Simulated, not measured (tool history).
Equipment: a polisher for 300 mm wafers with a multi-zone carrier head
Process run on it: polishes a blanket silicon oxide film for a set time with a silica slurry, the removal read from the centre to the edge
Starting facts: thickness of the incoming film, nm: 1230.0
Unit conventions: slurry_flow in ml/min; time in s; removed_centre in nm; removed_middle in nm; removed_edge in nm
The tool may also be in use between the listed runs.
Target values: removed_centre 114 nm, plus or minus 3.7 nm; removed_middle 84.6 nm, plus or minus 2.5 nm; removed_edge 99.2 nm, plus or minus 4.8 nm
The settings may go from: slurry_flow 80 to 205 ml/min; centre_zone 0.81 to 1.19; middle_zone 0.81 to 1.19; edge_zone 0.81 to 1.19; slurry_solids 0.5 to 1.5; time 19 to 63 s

run	hour	slurry_flow	centre_zone	middle_zone	edge_zone	slurry_solids	time	removed_centre	removed_middle	removed_edge
1	0	135	1	1	1	1	41	161.78	155.27	163.91
2	7.9	135	1	1	1	0.9	41	155.69	150.94	154.06
3	10.2	125	1.04	0.94	1.02	0.75	38	131.46	118.56	125.42
4	15.5	115	1.08	0.9	1.04	0.7	38	131.35	107.46	122.34
5	16.7	115	1.08	0.93	1.04	0.7	38	127.94	111.72	123.87
6	23.1	115	1.08	0.93	1.04	0.6	38	119.96	102.41	115.59
7	30.6	115	1.08	0.93	1.04	0.6	38	120.36	101.52	114.61
8	36.7	105	1.09	0.9	1.01	0.55	38	111.6	92.212	105.28
9	42.1	100	1.11	0.88	1	0.55	38	112.56	89.074	106.88
10	47.5	105	1.13	0.88	0.95	0.55	38	116.11	91.516	104.19
11	54	100	1.14	0.87	0.94	0.55	38	115.38	88.038	101.22
12	58.8	85	1.15	0.85	0.94	0.55	38	107.77	82.387	96.307
13	63.9	85	1.15	0.85	0.94	0.55	38	108.28	81.328	98.269

Exactly one of the 5 candidate moves below puts every result within its allowed miss. Which one?
A	69	95	1.18	0.82	0.96	0.55	37	?	?	?
B	69	125	1.17	0.82	0.93	0.5	38	?	?	?
C	69	80	1.15	0.82	1.11	0.5	44	?	?	?
D	69	120	1.17	0.81	1.04	0.6	35	?	?	?
E	69	95	1.18	0.88	0.98	0.6	35	?	?	?

move	removed_centre	removed_middle	removed_edge
A	115.46	81.068	99.724
B	122.23	85.523	101.26
C	117.1	85.306	113.86
D	123.43	85.622	107.32
E	114.74	85.335	99.771
A: the furthest-off result lands on target, but another misses its tolerance
B: takes the result that was furthest off past its target
C: the furthest-off result lands on target, but another misses its tolerance
D: takes the result that was furthest off past its target
E: in spec on every target
E meets every target.
